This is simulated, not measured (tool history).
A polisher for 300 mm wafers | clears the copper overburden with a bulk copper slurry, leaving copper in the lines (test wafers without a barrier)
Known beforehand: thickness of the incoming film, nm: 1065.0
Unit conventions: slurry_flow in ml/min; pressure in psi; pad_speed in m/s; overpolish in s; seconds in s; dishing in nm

{"run": 1, "hour": 0.0, "slurry_flow": 125, "pressure": 2.4, "pad_speed": 0.88, "slurry_solids": 1, "overpolish": 28, "seconds": 136.33, "dishing": 51.386}
{"run": 2, "hour": 3.3, "slurry_flow": 125, "pressure": 2.2, "pad_speed": 0.86, "slurry_solids": 1, "overpolish": 26, "seconds": 150.1, "dishing": 48.045}
{"run": 3, "hour": 7.9, "slurry_flow": 125, "pressure": 2.2, "pad_speed": 0.86, "slurry_solids": 1, "overpolish": 36, "seconds": 151.25, "dishing": 48.088}
{"run": 4, "hour": 10.0, "slurry_flow": 120, "pressure": 2.1, "pad_speed": 0.84, "slurry_solids": 1, "overpolish": 35, "seconds": 157.37, "dishing": 48.419}
{"run": 5, "hour": 17.5, "slurry_flow": 120, "pressure": 2, "pad_speed": 0.82, "slurry_solids": 1, "overpolish": 35, "seconds": 169.17, "dishing": 46.967}
{"hour": 22.8, "done": "worn pad replaced by a new one"}
{"run": 6, "hour": 22.8, "slurry_flow": 120, "pressure": 1.9, "pad_speed": 0.8, "slurry_solids": 1, "overpolish": 36, "seconds": 165.82, "dishing": 47.941}
{"run": 7, "hour": 26.7, "slurry_flow": 120, "pressure": 1.8, "pad_speed": 0.76, "slurry_solids": 0.95, "overpolish": 33, "seconds": 186.35, "dishing": 49.485}
{"run": 8, "hour": 27.2, "slurry_flow": 115, "pressure": 1.7, "pad_speed": 0.72, "slurry_solids": 1, "overpolish": 34, "seconds": 198.3, "dishing": 45.923}
{"run": 9, "hour": 33.9, "slurry_flow": 115, "pressure": 1.6, "pad_speed": 0.7, "slurry_solids": 1, "overpolish": 34, "seconds": 217.88, "dishing": 46.016}

What does the tool deliver on the next run?
{"run": 10, "hour": 35.3, "slurry_flow": 115, "pressure": 1.5, "pad_speed": 0.7, "slurry_solids": 1, "overpolish": 34, "seconds": "?", "dishing": "?"}

Run 10 gave seconds 226.68 s, dishing 47.387 nm.
